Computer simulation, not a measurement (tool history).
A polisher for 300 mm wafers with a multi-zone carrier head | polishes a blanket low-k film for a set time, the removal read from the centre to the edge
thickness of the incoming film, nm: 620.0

run	hour	flow of slurry (ml/min)	pressure of the head's centre zone	pressure of the head's middle zone	pressure of the head's edge zone	abrasive content of the slurry	polishing time (s)	film removed at the wafer's centre (angstrom)	film removed at mid-radius (angstrom)	film removed at the wafer's edge (angstrom)
1	0.0	230	1.00	1.00	1.00	1.00	54	294.15	295.26	293.06
2	3.8	240	0.99	1.03	1.02	1.00	54	296.01	296.86	296.64
3	4.5	235	0.97	1.05	1.01	1.05	54	294.45	315.82	306.38
4	12.4	235	0.92	1.05	1.01	1.05	54	288.50	315.46	298.35
5	15.5	235	0.88	1.05	1.01	1.05	54	274.00	316.37	302.32
6	23.2	240	0.88	1.07	1.02	1.10	54	282.08	335.92	312.40
7	31.4	250	0.88	1.08	1.03	1.10	54	286.14	331.40	314.81
8	38.9	250	0.88	1.09	1.03	1.15	54	289.43	345.59	320.67
# hour 42.9: slurry nozzle cleaned
9	42.9	255	0.88	1.10	1.04	1.15	54	303.74	359.86	331.87
10	44.5	260	0.87	1.11	1.04	1.15	54	302.49	369.73	332.65
11	48.0	265	0.87	1.11	1.04	1.15	54	303.36	368.48	331.30
12	52.6	270	0.86	1.12	1.05	1.15	54	299.85	365.33	335.12
13	58.9	275	0.86	1.13	1.05	1.15	54	303.83	376.55	335.65
14	63.1	280	0.86	1.13	1.05	1.15	54	301.62	373.83	331.79

The next listed run, before its measurement:
15	67.6	280	0.86	1.14	1.06	1.15	54	?	?	?

{"run 15": {"film removed at the wafer's centre (angstrom)": 299.28, "film removed at mid-radius (angstrom)": 375.3, "film removed at the wafer's edge (angstrom)": 334.47}}
